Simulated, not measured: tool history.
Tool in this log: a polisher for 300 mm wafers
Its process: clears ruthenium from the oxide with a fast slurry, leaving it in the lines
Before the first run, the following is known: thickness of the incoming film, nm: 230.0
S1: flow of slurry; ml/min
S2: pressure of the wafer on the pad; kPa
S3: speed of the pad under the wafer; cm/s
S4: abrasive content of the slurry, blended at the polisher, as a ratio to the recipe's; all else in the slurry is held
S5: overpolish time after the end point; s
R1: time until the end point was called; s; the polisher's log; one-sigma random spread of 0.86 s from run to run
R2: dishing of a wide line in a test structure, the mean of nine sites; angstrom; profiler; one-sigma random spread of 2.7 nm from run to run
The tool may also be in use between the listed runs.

| run | hour | S1 | S2 | S3 | S4 | S5 | R1 | R2 |
|---|---|---|---|---|---|---|---|---|
| 1 | 0.0 | 315 | 15.2 | 108 | 1.0 | 28 | 47.908 | 936.02 |
| 2 | 6.2 | 315 | 15.2 | 94 | 1.0 | 28 | 56.135 | 826.91 |
| 3 | 11.3 | 315 | 15.9 | 94 | 1.0 | 30 | 53.067 | 903.57 |
| 4 | 20.1 | 275 | 15.9 | 94 | 1.0 | 30 | 54.206 | 909.01 |
| 5 | 26.6 | 275 | 15.9 | 68 | 1.0 | 30 | 74.514 | 687.87 |
| 6 | 30.4 | 275 | 15.9 | 68 | 0.8 | 30 | 82.352 | 637.29 |
| 7 | 37.4 | 275 | 17.2 | 70 | 0.8 | 32 | 71.751 | 722.46 |
| 8 | 44.4 | 275 | 18.6 | 72 | 0.8 | 34 | 68.166 | 834.65 |
| 9 | 45.5 | 275 | 20.0 | 76 | 0.8 | 34 | 58.753 | 931.50 |

For run 10, what comes out?
| 10 | 51.2 | 275 | 24.1 | 78 | 0.8 | 40 | ? | ? |

Run 10 measured R1 49.253 s, R2 1147.70 angstrom.
